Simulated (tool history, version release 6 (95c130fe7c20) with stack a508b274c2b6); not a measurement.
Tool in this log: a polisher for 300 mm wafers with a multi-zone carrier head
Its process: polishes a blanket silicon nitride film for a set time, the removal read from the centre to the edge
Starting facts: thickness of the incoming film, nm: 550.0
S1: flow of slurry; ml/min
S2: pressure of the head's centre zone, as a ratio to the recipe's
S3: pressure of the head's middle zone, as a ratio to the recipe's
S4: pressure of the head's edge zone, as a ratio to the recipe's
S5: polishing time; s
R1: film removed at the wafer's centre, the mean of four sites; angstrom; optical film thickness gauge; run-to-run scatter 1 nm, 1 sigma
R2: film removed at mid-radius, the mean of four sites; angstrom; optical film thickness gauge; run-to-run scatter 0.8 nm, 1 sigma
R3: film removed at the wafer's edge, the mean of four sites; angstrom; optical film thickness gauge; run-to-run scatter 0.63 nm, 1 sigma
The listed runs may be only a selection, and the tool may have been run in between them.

run	hour	S1	S2	S3	S4	S5	R1	R2	R3
1	0.0	135	1.00	1.00	1.00	44	890.01	1018.60	972.01
2	9.0	135	1.05	1.00	1.00	44	950.82	1019.00	970.79
3	16.1	135	1.05	1.00	1.05	44	943.74	1008.40	992.97
4	24.9	135	1.05	1.00	1.05	50	1092.70	1166.50	1124.30
5	33.0	135	0.99	1.00	1.05	50	1019.70	1167.60	1117.90
6	37.3	135	0.99	1.00	1.05	46	930.90	1081.50	1025.60
7	39.4	135	1.05	1.01	1.00	42	895.20	971.75	927.41
8	41.3	130	1.09	1.01	0.95	40	859.38	927.13	859.11
# hour 48.1: centre zone pressure recalibrated
9	48.1	130	1.12	0.98	0.91	38	916.91	839.39	798.09

Run 10 comes next. What will it give?
10	53.7	95	1.07	0.97	0.84	36	?	?	?

{"run 10": {"R1": 769.89, "R2": 733.11, "R3": 688.8}}
